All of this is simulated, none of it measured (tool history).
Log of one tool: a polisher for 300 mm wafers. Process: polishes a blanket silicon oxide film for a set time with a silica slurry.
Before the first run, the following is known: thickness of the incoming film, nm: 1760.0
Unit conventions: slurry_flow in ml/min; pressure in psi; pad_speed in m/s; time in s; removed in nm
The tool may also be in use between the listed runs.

run  hour  slurry_flow  pressure  pad_speed  slurry_solids  time  removed
  1   0.0          175       4.8       1.08            1.0    64   220.69
  2   7.9          175       4.3       1.08            1.0    64   208.32
  3   8.5          175       4.3       1.08            1.0    67   220.20
  4  11.7          175       4.3       0.94            1.0    67   203.48
  5  19.0          175       4.3       0.94            1.0    67   204.92
  6  21.0          170       4.2       0.94            1.0    67   198.11
  7  25.6          165       4.1       0.94            1.0    67   196.47
  8  31.7          165       4.1       0.94            1.0    67   193.40
  9  33.3          160       4.1       0.94            1.0    67   192.89
 10  39.5          155       4.1       0.94            1.0    67   192.40

Predict the results of run 11:
 11  46.1          150       4.1       0.94            1.0    67        ?

{"run 11": {"removed": 194.01}}
